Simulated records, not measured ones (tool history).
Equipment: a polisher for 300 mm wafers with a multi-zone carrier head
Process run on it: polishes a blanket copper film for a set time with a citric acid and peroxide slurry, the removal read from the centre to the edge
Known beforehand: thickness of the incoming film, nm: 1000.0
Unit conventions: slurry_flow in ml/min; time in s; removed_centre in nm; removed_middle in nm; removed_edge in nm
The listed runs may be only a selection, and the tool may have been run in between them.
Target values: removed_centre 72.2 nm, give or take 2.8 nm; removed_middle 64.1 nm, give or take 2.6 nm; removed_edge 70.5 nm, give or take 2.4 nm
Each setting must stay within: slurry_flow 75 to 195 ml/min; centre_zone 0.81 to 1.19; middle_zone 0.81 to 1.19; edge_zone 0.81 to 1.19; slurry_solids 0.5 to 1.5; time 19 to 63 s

| run | hour | slurry_flow | centre_zone | middle_zone | edge_zone | slurry_solids | time | removed_centre | removed_middle | removed_edge |
|---|---|---|---|---|---|---|---|---|---|---|
| 1 | 0 | 125 | 1 | 1 | 1 | 1 | 41 | 82.004 | 82.331 | 82.959 |
| 2 | 3.5 | 120 | 1 | 0.99 | 0.99 | 0.95 | 41 | 81.574 | 77.641 | 82.092 |
| 3 | 12.1 | 120 | 1 | 0.99 | 0.98 | 0.95 | 41 | 79.332 | 79.652 | 81.833 |
| 4 | 19.7 | 120 | 1 | 0.99 | 0.98 | 1.1 | 41 | 83.515 | 80.703 | 85.214 |
| 5 | 22 | 120 | 1 | 0.98 | 0.97 | 1.05 | 41 | 81.681 | 80.532 | 84.177 |
| 6 | 30.7 | 120 | 1.01 | 0.97 | 0.97 | 1 | 41 | 83.223 | 77.688 | 82.269 |
| 7 | 35.4 | 115 | 1.01 | 0.97 | 0.96 | 0.95 | 41 | 81.882 | 77.984 | 80.394 |
| 8 | 36.6 | 115 | 1.01 | 0.96 | 0.96 | 0.9 | 41 | 78.845 | 77.008 | 77.737 |
| 9 | 41.5 | 85 | 1.04 | 0.86 | 0.93 | 0.85 | 40 | 69.205 | 60.163 | 70.78 |
| 10 | 48.7 | 85 | 1.04 | 0.86 | 0.93 | 0.85 | 40 | 71.018 | 60.759 | 71.029 |

Consider the 4 candidate settings below. Which is the only one whose results all fall within their allowed miss of target?
| A | 55.9 | 115 | 0.98 | 0.84 | 0.83 | 1.1 | 37 | ? | ? | ? |
| B | 55.9 | 75 | 1.14 | 0.84 | 0.91 | 0.95 | 40 | ? | ? | ? |
| C | 55.9 | 85 | 1.1 | 0.85 | 0.91 | 0.6 | 42 | ? | ? | ? |
| D | 55.9 | 80 | 1.14 | 0.81 | 0.82 | 0.8 | 42 | ? | ? | ? |

| move | removed_centre | removed_middle | removed_edge |
|---|---|---|---|
| A | 71.911 | 64.56 | 70.136 |
| B | 72.529 | 57.832 | 69.067 |
| C | 70.447 | 58.133 | 67.418 |
| D | 75.643 | 58.275 | 67.718 |
A: hits every target within its allowed miss
B: the biggest miss grows against the last run
C: the biggest miss grows against the last run
D: the biggest miss grows against the last run
Go with A: it meets all targets.
